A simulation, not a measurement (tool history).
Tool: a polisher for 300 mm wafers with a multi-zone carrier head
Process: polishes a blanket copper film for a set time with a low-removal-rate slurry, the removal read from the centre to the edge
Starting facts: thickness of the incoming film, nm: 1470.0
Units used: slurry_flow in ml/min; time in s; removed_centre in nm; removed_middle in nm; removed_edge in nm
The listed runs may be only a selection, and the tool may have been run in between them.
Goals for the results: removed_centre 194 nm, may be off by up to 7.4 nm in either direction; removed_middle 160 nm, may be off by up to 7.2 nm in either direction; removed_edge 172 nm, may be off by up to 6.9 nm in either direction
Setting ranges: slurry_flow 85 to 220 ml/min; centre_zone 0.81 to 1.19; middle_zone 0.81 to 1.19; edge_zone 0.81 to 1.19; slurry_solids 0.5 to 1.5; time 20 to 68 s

Run 1, hour 0: slurry_flow 140 ml/min, centre_zone 1, middle_zone 1, edge_zone 1, slurry_solids 1, time 44 s. Result: removed_centre 122.2 nm, removed_middle 119.47 nm, removed_edge 120.14 nm.
Run 2, hour 6: slurry_flow 140 ml/min, centre_zone 1, middle_zone 1, edge_zone 1, slurry_solids 0.9, time 44 s. Result: removed_centre 116.99 nm, removed_middle 116.71 nm, removed_edge 118.52 nm.
Run 3, hour 14.4: slurry_flow 140 ml/min, centre_zone 1.03, middle_zone 1, edge_zone 1, slurry_solids 0.9, time 44 s. Result: removed_centre 121.58 nm, removed_middle 119.7 nm, removed_edge 115.87 nm.
Run 4, hour 20.9: slurry_flow 155 ml/min, centre_zone 1.04, middle_zone 0.98, edge_zone 1.04, slurry_solids 1.1, time 47 s. Result: removed_centre 141.6 nm, removed_middle 133.38 nm, removed_edge 135.21 nm.
Run 5, hour 23.8: slurry_flow 155 ml/min, centre_zone 1.04, middle_zone 0.98, edge_zone 1.04, slurry_solids 0.9, time 47 s. Result: removed_centre 133.01 nm, removed_middle 127.6 nm, removed_edge 127.32 nm.
Run 6, hour 26.2: slurry_flow 155 ml/min, centre_zone 1.04, middle_zone 0.98, edge_zone 0.99, slurry_solids 0.9, time 47 s. Result: removed_centre 135.89 nm, removed_middle 124.85 nm, removed_edge 125.53 nm.
Run 7, hour 34.7: slurry_flow 165 ml/min, centre_zone 1.05, middle_zone 0.96, edge_zone 1.02, slurry_solids 1.1, time 49 s. Result: removed_centre 148.14 nm, removed_middle 136.95 nm, removed_edge 141.14 nm.
Run 8, hour 42.4: slurry_flow 170 ml/min, centre_zone 1.09, middle_zone 0.94, edge_zone 1.04, slurry_solids 1.25, time 50 s. Result: removed_centre 161.71 nm, removed_middle 141.27 nm, removed_edge 146.71 nm.
Run 9, hour 50.4: slurry_flow 175 ml/min, centre_zone 1.11, middle_zone 0.93, edge_zone 1.07, slurry_solids 1.35, time 51 s. Result: removed_centre 176.33 nm, removed_middle 149.91 nm, removed_edge 157.68 nm.
Run 10, hour 56.6: slurry_flow 180 ml/min, centre_zone 1.12, middle_zone 0.93, edge_zone 1.1, slurry_solids 1.4, time 51 s. Result: removed_centre 182.66 nm, removed_middle 152.21 nm, removed_edge 161.86 nm.

Which single option among these 5 for the next run brings every result within its allowed miss of target? Just one does.
Run A, hour 62.8: slurry_flow 205 ml/min, centre_zone 1.13, middle_zone 1.01, edge_zone 0.93, slurry_solids 1.5, time 46 s. Result: removed_centre ?, removed_middle ?, removed_edge ?.
Run B, hour 62.8: slurry_flow 220 ml/min, centre_zone 1, middle_zone 1.03, edge_zone 1.1, slurry_solids 1.35, time 54 s. Result: removed_centre ?, removed_middle ?, removed_edge ?.
Run C, hour 62.8: slurry_flow 200 ml/min, centre_zone 1.12, middle_zone 0.91, edge_zone 1.08, slurry_solids 1.45, time 53 s. Result: removed_centre ?, removed_middle ?, removed_edge ?.
Run D, hour 62.8: slurry_flow 145 ml/min, centre_zone 1.12, middle_zone 0.89, edge_zone 1.19, slurry_solids 1.45, time 53 s. Result: removed_centre ?, removed_middle ?, removed_edge ?.
Run E, hour 62.8: slurry_flow 195 ml/min, centre_zone 1.08, middle_zone 1.02, edge_zone 1, slurry_solids 1.25, time 58 s. Result: removed_centre ?, removed_middle ?, removed_edge ?.

move  removed_centre  removed_middle  removed_edge
   A          169.45          151.92        146.13
   B          173.48          178.73        176.64
   C          191.04          158.51        173.88
   D             179          146.84        171.71
   E          193.93          183.68        178.98
A: further off than the last run
B: further off than the last run
C: all results land within tolerance of their targets
D: further off than the last run
E: corrects the largest miss of the last run, while another result sits out of spec
C is the move that brings every result within its allowed miss.

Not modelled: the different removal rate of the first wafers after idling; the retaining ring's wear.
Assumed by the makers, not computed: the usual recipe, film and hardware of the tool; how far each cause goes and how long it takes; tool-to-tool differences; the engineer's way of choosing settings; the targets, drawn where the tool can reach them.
